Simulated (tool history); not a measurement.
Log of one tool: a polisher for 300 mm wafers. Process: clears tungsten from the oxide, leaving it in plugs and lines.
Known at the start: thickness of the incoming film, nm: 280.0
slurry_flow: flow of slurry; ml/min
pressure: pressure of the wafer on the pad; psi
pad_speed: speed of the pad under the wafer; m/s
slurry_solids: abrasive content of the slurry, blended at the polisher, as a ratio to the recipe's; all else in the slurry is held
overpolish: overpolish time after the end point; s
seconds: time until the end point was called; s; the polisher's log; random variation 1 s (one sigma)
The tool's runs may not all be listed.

| run | hour | slurry_flow | pressure | pad_speed | slurry_solids | overpolish | seconds |
|---|---|---|---|---|---|---|---|
| 1 | 0.0 | 175 | 2.5 | 1.12 | 1.0 | 26 | 72.417 |
| 2 | 1.7 | 175 | 2.1 | 1.12 | 1.0 | 26 | 83.445 |
| 3 | 7.2 | 170 | 1.9 | 1.12 | 1.0 | 26 | 92.554 |
| 4 | 15.3 | 165 | 1.8 | 1.12 | 1.0 | 26 | 99.948 |
| 5 | 21.6 | 155 | 1.8 | 1.12 | 1.0 | 26 | 99.783 |
| 6 | 23.7 | 145 | 1.8 | 1.12 | 1.0 | 26 | 100.220 |
| 7 | 25.8 | 140 | 1.8 | 1.12 | 1.0 | 26 | 101.800 |

The next listed run, before its measurement:
| 8 | 33.7 | 125 | 1.6 | 1.12 | 1.0 | 26 | ? |

seconds: 115.870 s

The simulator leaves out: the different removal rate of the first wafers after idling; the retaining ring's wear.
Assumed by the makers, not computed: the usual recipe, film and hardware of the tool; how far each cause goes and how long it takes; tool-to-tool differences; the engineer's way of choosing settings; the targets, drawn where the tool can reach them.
